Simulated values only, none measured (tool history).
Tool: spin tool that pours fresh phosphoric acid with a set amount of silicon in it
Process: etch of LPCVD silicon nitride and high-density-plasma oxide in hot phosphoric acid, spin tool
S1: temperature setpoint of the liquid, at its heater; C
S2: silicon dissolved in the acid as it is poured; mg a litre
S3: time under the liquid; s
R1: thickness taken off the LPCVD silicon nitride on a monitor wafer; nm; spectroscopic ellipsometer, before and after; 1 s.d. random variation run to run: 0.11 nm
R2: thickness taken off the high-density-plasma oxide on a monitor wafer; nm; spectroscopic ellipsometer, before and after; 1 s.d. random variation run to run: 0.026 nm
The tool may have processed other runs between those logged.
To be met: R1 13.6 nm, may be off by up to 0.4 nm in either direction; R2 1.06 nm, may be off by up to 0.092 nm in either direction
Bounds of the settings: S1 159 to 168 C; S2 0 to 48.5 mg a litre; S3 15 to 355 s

| run | hour | S1 | S2 | S3 | R1 | R2 |
|---|---|---|---|---|---|---|
| 1 | 0 | 164 | 21.5 | 180 | 17.597 | 0.96569 |
| 2 | 1.8 | 164 | 15.5 | 180 | 17.724 | 1.0871 |
| 3 | 2.9 | 163 | 10.5 | 170 | 16.071 | 1.1345 |
| 4 | 7.3 | 162 | 8.5 | 165 | 14.941 | 1.0274 |
| 5 | 11.3 | 163.5 | 8.5 | 165 | 15.756 | 1.1869 |
| 6 | 20.1 | 163.5 | 3.5 | 165 | 15.839 | 1.304 |
| 7 | 22.1 | 162.5 | 3 | 160 | 14.896 | 1.1674 |
| 8 | 29 | 162 | 2 | 155 | 14.197 | 1.1589 |

Which of these 5 next moves meets every target?
| A | 35.9 | 162 | 5.5 | 160 | ? | ? |
| B | 35.9 | 161.5 | 1.5 | 150 | ? | ? |
| C | 35.9 | 163 | 5 | 155 | ? | ? |
| D | 35.9 | 159.5 | 6 | 175 | ? | ? |
| E | 35.9 | 161 | 3 | 165 | ? | ? |

| move | R1 | R2 |
|---|---|---|
| A | 14.696 | 1.067 |
| B | 13.55 | 1.0421 |
| C | 14.717 | 1.1235 |
| D | 14.783 | 0.96052 |
| E | 14.658 | 1.0739 |
A: its largest miss is bigger than the last run's
B: in spec on every target
C: its largest miss is bigger than the last run's
D: its largest miss is bigger than the last run's
E: its largest miss is bigger than the last run's
The move that meets every target is B.

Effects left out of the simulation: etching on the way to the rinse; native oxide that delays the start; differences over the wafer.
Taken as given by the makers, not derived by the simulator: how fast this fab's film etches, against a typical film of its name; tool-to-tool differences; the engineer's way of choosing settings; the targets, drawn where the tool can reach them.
